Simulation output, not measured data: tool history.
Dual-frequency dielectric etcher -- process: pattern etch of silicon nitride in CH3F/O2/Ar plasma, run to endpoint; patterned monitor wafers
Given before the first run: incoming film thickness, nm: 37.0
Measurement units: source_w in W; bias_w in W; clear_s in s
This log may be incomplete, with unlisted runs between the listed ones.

Run 1, hour 0: source_w 430 W, bias_w 53 W. Result: clear_s 50.231 s.
Run 2, hour 3.3: source_w 390 W, bias_w 53 W. Result: clear_s 51.439 s.
Run 3, hour 10.7: source_w 390 W, bias_w 59 W. Result: clear_s 50.53 s.
Run 4, hour 14.5: source_w 410 W, bias_w 60 W. Result: clear_s 49.617 s.
Run 5, hour 15: source_w 410 W, bias_w 66 W. Result: clear_s 48.338 s.
Run 6, hour 20.1: source_w 420 W, bias_w 66 W. Result: clear_s 48.03 s.

Expected results for the next run?
Run 7, hour 22.8: source_w 430 W, bias_w 66 W. Result: clear_s ?.

For run 7 the tool returned clear_s 47.448 s.
